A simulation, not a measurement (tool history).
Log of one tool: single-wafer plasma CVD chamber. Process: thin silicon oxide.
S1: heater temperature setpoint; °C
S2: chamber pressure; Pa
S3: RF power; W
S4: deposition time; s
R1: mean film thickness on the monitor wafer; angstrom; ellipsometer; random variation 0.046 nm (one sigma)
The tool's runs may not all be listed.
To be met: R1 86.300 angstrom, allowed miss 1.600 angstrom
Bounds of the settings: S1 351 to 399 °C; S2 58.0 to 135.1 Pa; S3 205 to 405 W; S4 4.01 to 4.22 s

| run | hour | S1 | S2 | S3 | S4 | R1 |
|---|---|---|---|---|---|---|
| 1 | 0.0 | 375 | 96.5 | 305 | 4.22 | 77.125 |
| 2 | 2.3 | 375 | 100.1 | 305 | 4.22 | 79.689 |
| 3 | 4.6 | 375 | 102.8 | 305 | 4.22 | 81.912 |
| 4 | 10.2 | 375 | 102.8 | 305 | 4.01 | 77.464 |
| 5 | 13.4 | 375 | 102.8 | 340 | 4.01 | 80.928 |
| 6 | 22.0 | 375 | 104.9 | 340 | 4.01 | 82.854 |
| 7 | 29.8 | 375 | 104.9 | 340 | 4.01 | 82.839 |
| 8 | 33.6 | 375 | 106.3 | 340 | 4.01 | 84.203 |
| 9 | 37.2 | 375 | 107.1 | 340 | 4.01 | 84.217 |

5 next moves are on the table. One of them brings every result within its allowed miss. Which?
| A | 40.8 | 376 | 105.7 | 330 | 4.01 | ? |
| B | 40.8 | 370 | 102.4 | 360 | 4.01 | ? |
| C | 40.8 | 359 | 108.0 | 350 | 4.01 | ? |
| D | 40.8 | 378 | 98.9 | 335 | 4.22 | ? |
| E | 40.8 | 369 | 104.1 | 345 | 4.02 | ? |

| move | R1 |
|---|---|
| A | 82.200 |
| B | 83.131 |
| C | 86.789 |
| D | 81.840 |
| E | 83.193 |
A: further off than the last run
B: further off than the last run
C: meets every target
D: further off than the last run
E: further off than the last run
Move C is the one to make.
